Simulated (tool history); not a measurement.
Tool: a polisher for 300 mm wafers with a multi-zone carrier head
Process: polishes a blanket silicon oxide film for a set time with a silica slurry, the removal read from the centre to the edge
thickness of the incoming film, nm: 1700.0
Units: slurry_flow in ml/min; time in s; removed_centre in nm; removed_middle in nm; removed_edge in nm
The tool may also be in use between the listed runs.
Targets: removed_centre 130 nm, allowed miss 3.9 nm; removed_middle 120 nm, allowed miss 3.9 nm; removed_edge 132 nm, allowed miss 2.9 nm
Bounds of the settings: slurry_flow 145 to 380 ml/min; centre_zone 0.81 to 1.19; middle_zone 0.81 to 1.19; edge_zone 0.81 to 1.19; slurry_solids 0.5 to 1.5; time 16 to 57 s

run,hour,slurry_flow,centre_zone,middle_zone,edge_zone,slurry_solids,time,removed_centre,removed_middle,removed_edge
1,0,245,1,1,1,1,36,93.47,96.753,96.138
2,0.9,250,1.01,1,1.02,1.05,36,97.712,98.446,98.782
3,5.5,250,0.95,1,1.02,1.05,36,93.257,100.22,97.782
4,9.3,250,0.95,1,1.02,1.05,31,80.362,84.197,83.671
5,10.3,250,0.95,1,1.08,1.05,31,81.415,84.345,87.694
6,15.8,250,0.96,1,1.09,1.1,31,82.221,86.735,89.264
7,17.8,255,0.98,1,1.1,1.15,32,87.731,91.166,94.902
8,18.9,305,1.08,1.01,1.19,1.4,36,114.78,111.82,119.01
9,24.2,305,1.1,0.99,1.19,1.45,38,123.57,116.26,125.25

Which of these 4 next moves meets every target?
A,29.5,285,1.07,1.04,1.15,1.4,37,?,?,?
B,29.5,360,1.08,1.01,1.17,1.5,42,?,?,?
C,29.5,330,1.08,1.1,1.16,1.5,38,?,?,?
D,29.5,335,1.09,0.96,1.18,1.4,40,?,?,?

move,removed_centre,removed_middle,removed_edge
A,117.48,117.12,118.89
B,139.92,134.89,141.08
C,125.77,130.39,126.29
D,130.54,119.87,131.69
A: further off than the last run
B: takes the result that was furthest off past its target
C: further off than the last run
D: meets every target
Move D is the one to make.
